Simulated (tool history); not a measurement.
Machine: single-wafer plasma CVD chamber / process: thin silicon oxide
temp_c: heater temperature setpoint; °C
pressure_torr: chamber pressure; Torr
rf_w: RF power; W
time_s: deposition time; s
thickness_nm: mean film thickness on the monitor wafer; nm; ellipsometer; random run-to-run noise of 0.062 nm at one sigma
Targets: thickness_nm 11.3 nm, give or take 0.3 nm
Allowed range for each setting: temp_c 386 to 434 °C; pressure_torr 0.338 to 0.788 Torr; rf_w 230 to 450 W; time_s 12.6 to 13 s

Run 1, hour 0: temp_c 410 °C, pressure_torr 0.563 Torr, rf_w 340 W, time_s 12.6 s. Result: thickness_nm 16.686 nm.
Run 2, hour 1.9: temp_c 410 °C, pressure_torr 0.563 Torr, rf_w 380 W, time_s 12.6 s. Result: thickness_nm 17.572 nm.
Run 3, hour 10.8: temp_c 410 °C, pressure_torr 0.563 Torr, rf_w 380 W, time_s 13 s. Result: thickness_nm 18.185 nm.
Run 4, hour 13.4: temp_c 421 °C, pressure_torr 0.563 Torr, rf_w 380 W, time_s 13 s. Result: thickness_nm 18.012 nm.
Run 5, hour 21.3: temp_c 421 °C, pressure_torr 0.536 Torr, rf_w 375 W, time_s 13 s. Result: thickness_nm 17.086 nm.
Run 6, hour 23.2: temp_c 421 °C, pressure_torr 0.633 Torr, rf_w 375 W, time_s 13 s. Result: thickness_nm 19.973 nm.
Run 7, hour 29.8: temp_c 421 °C, pressure_torr 0.598 Torr, rf_w 370 W, time_s 13 s. Result: thickness_nm 18.93 nm.
Run 8, hour 33.9: temp_c 421 °C, pressure_torr 0.568 Torr, rf_w 365 W, time_s 13 s. Result: thickness_nm 17.893 nm.
Run 9, hour 41.6: temp_c 421 °C, pressure_torr 0.541 Torr, rf_w 360 W, time_s 13 s. Result: thickness_nm 16.874 nm.
Run 10, hour 49.9: temp_c 421 °C, pressure_torr 0.541 Torr, rf_w 360 W, time_s 13 s. Result: thickness_nm 16.891 nm.
Run 11, hour 54: temp_c 421 °C, pressure_torr 0.517 Torr, rf_w 355 W, time_s 13 s. Result: thickness_nm 15.981 nm.
Run 12, hour 54.8: temp_c 421 °C, pressure_torr 0.496 Torr, rf_w 355 W, time_s 13 s. Result: thickness_nm 15.454 nm.
Run 13, hour 62.2: temp_c 421 °C, pressure_torr 0.477 Torr, rf_w 350 W, time_s 13 s. Result: thickness_nm 14.866 nm.

Which of these 5 next moves meets every target?
Run A, hour 69.6: temp_c 423 °C, pressure_torr 0.393 Torr, rf_w 320 W, time_s 12.6 s. Result: thickness_nm ?.
Run B, hour 69.6: temp_c 406 °C, pressure_torr 0.57 Torr, rf_w 315 W, time_s 13 s. Result: thickness_nm ?.
Run C, hour 69.6: temp_c 423 °C, pressure_torr 0.633 Torr, rf_w 350 W, time_s 13 s. Result: thickness_nm ?.
Run D, hour 69.6: temp_c 420 °C, pressure_torr 0.671 Torr, rf_w 395 W, time_s 13 s. Result: thickness_nm ?.
Run E, hour 69.6: temp_c 416 °C, pressure_torr 0.413 Torr, rf_w 320 W, time_s 12.6 s. Result: thickness_nm ?.

move  thickness_nm
   A        11.405
   B        17.004
   C         19.54
   D        21.837
   E        12.046
A: every result within its allowed miss
B: misses by more than the last run did
C: misses by more than the last run did
D: misses by more than the last run did
E: closes in on the targets versus the last run, not all within tolerance yet
A is the move that brings every result within its allowed miss.
